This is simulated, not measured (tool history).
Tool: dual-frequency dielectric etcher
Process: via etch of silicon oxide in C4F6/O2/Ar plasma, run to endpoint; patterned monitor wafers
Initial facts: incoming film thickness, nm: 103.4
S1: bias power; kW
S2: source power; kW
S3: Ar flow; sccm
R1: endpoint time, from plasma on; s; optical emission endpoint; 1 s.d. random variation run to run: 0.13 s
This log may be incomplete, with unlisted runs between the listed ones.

run 1 hour=0.0 | S1=0.499 S2=0.420 S3=212 | R1=22.697
run 2 hour=7.1 | S1=0.524 S2=0.430 S3=211 | R1=22.438
run 3 hour=14.8 | S1=0.547 S2=0.450 S3=208 | R1=21.268
run 4 hour=19.3 | S1=0.501 S2=0.450 S3=208 | R1=22.266
run 5 hour=24.4 | S1=0.521 S2=0.460 S3=207 | R1=21.742
run 6 hour=29.7 | S1=0.536 S2=0.470 S3=206 | R1=21.211
run 7 hour=31.1 | S1=0.536 S2=0.470 S3=206 | R1=21.180

Run 8 is up next; what results do you expect?
run 8 hour=35.9 | S1=0.545 S2=0.470 S3=206 | R1=?

R1: 21.159 s
